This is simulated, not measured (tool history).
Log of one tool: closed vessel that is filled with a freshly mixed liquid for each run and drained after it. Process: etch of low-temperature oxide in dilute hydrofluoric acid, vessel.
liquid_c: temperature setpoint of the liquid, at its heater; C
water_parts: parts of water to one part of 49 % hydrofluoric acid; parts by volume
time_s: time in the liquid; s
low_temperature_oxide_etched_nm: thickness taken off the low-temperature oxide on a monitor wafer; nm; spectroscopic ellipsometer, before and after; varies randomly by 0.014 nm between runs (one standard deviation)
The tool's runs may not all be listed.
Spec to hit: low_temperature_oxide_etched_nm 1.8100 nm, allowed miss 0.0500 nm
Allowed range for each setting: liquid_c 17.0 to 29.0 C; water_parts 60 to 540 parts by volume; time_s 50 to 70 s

run,hour,liquid_c,water_parts,time_s,low_temperature_oxide_etched_nm
1,0.0,21.0,300,70,2.4265
2,6.9,20.5,305,70,2.3412
3,8.9,20.5,405,70,1.6112
4,9.9,21.0,405,70,1.6291
5,14.2,21.5,405,70,1.6513
6,20.3,21.5,405,70,1.6577
7,24.1,22.0,405,70,1.6845
8,30.5,22.5,405,70,1.7254
9,36.4,23.0,405,70,1.7408

Which single option among these 4 for the next run brings every result within its allowed miss of target? Just one does.
A,42.3,23.0,375,65,?
B,42.3,27.5,390,55,?
C,42.3,23.0,415,70,?
D,42.3,24.5,400,60,?

move,low_temperature_oxide_etched_nm
A,1.8184
B,1.6895
C,1.7082
D,1.6171
A: all results in spec
B: lands further from the targets than the last run did
C: lands further from the targets than the last run did
D: lands further from the targets than the last run did
So the answer is move A, the one that meets all the targets.
